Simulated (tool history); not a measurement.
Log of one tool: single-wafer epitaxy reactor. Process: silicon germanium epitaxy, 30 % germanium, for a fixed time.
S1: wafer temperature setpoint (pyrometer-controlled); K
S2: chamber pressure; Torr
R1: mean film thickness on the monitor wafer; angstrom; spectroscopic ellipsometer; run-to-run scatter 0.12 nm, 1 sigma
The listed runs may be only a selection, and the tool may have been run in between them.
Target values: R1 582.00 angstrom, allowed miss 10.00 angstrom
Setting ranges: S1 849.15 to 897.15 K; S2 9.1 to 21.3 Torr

run	hour	S1	S2	R1
1	0.0	873.15	15.2	497.80
2	4.7	874.15	15.2	508.81
3	12.7	864.15	15.2	429.84
4	17.3	866.15	15.2	444.71
5	19.8	860.15	15.2	401.92
6	28.1	865.15	15.2	437.25
7	30.8	867.15	15.2	452.66
8	32.8	869.15	15.2	467.23
# hour 38.5: capacitance manometer re-zeroed and calibrated
9	38.5	871.15	15.2	473.60
10	46.5	873.15	15.2	487.51
11	53.9	875.15	15.2	503.83
12	62.5	876.15	15.2	513.37
13	64.4	877.15	15.2	520.57
14	68.5	878.15	15.2	528.38
15	72.3	879.15	15.2	535.93
16	77.0	880.15	15.2	544.60
17	80.8	880.15	15.2	545.85
18	83.4	881.15	15.2	556.21

Exercise: of the 4 proposed moves below, exactly one satisfies all targets within the stated allowed misses. Which move is it?
A	86.0	880.15	14.6	?
B	86.0	887.15	15.2	?
C	86.0	887.15	13.6	?
D	86.0	878.15	15.2	?

move	R1
A	536.98
B	609.08
C	583.07
D	528.48
A: its largest miss is bigger than the last run's
B: carries the result that was furthest off beyond its target, to the other side
C: every result lands within tolerance
D: its largest miss is bigger than the last run's
Move C is the one to make.

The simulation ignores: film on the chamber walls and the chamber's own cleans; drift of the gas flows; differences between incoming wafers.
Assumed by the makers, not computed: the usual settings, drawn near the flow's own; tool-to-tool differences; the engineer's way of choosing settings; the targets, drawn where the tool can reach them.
